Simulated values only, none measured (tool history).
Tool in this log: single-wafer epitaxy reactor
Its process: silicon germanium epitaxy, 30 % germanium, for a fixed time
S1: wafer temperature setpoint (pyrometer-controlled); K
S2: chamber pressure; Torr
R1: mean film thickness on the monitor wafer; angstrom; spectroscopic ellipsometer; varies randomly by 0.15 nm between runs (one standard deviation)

run,hour,S1,S2,R1
1,0.0,858.15,16.9,406.20
2,1.1,858.15,19.4,421.82
3,2.3,862.15,19.4,450.96
4,10.3,853.15,19.4,384.01
5,18.6,858.15,19.5,422.44
6,24.3,853.15,19.5,387.10
# hour 30.6: pyrometer calibrated
7,30.6,858.15,19.6,456.83

Predict the results of run 8:
8,34.3,860.15,19.6,?

R1: 474.09 angstrom
